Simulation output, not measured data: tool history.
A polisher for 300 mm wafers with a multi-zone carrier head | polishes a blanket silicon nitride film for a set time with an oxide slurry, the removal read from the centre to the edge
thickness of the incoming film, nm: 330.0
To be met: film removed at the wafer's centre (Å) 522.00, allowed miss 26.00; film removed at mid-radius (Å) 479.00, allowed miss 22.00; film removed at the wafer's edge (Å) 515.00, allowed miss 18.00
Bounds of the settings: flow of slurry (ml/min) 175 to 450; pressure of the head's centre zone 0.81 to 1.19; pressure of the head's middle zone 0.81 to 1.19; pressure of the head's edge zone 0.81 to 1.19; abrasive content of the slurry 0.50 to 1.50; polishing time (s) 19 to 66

run  hour  flow of slurry (ml/min)  pressure of the head's centre zone  pressure of the head's middle zone  pressure of the head's edge zone  abrasive content of the slurry  polishing time (s)  film removed at the wafer's centre (Å)  film removed at mid-radius (Å)  film removed at the wafer's edge (Å)
  1   0.0                      290                                1.00                                1.00                              1.00                            1.00                  42                                  375.02                          376.69                                398.12
  2   6.7                      290                                1.00                                0.93                              1.00                            1.00                  42                                  377.57                          373.48                                401.29
  3   9.0                      295                                1.02                                0.93                              1.00                            1.10                  42                                  418.76                          398.80                                410.15
  4  16.4                      295                                1.02                                0.93                              1.00                            1.00                  42                                  392.35                          366.41                                389.62
  5  21.1                      290                                1.02                                0.92                              1.03                            1.10                  42                                  403.04                          387.76                                419.95
  6  27.1                      290                                1.04                                0.92                              1.05                            1.15                  42                                  428.70                          387.09                                432.99
  7  33.9                      295                                1.04                                0.93                              1.05                            1.20                  42                                  431.19                          408.15                                435.16
  8  37.5                      295                                1.05                                0.93                              1.07                            1.25                  42                                  444.80                          409.68                                448.82

5 next moves are on the table. One of them brings every result within its allowed miss. Which?
  A  41.1                      315                                0.96                                1.02                              1.04                            1.35                  44                                       ?                               ?                                     ?
  B  41.1                      355                                0.89                                1.02                              0.98                            1.50                  43                                       ?                               ?                                     ?
  C  41.1                      280                                0.96                                0.88                              1.13                            1.30                  51                                       ?                               ?                                     ?
  D  41.1                      335                                1.12                                1.03                              1.11                            1.25                  46                                       ?                               ?                                     ?
  E  41.1                      365                                0.98                                1.11                              0.81                            1.50                  38                                       ?                               ?                                     ?

move  film removed at the wafer's centre (Å)  film removed at mid-radius (Å)  film removed at the wafer's edge (Å)
   A                                  438.18                          469.90                                479.93
   B                                  418.41                          483.97                                478.78
   C                                  492.85                          487.45                                566.31
   D                                  521.71                          480.95                                504.35
   E                                  408.71                          450.49                                388.24
A: nearer than the last run, and not there yet
B: further off than the last run
C: takes the result that was furthest off past its target
D: meets every target
E: further off than the last run
The right move is D.
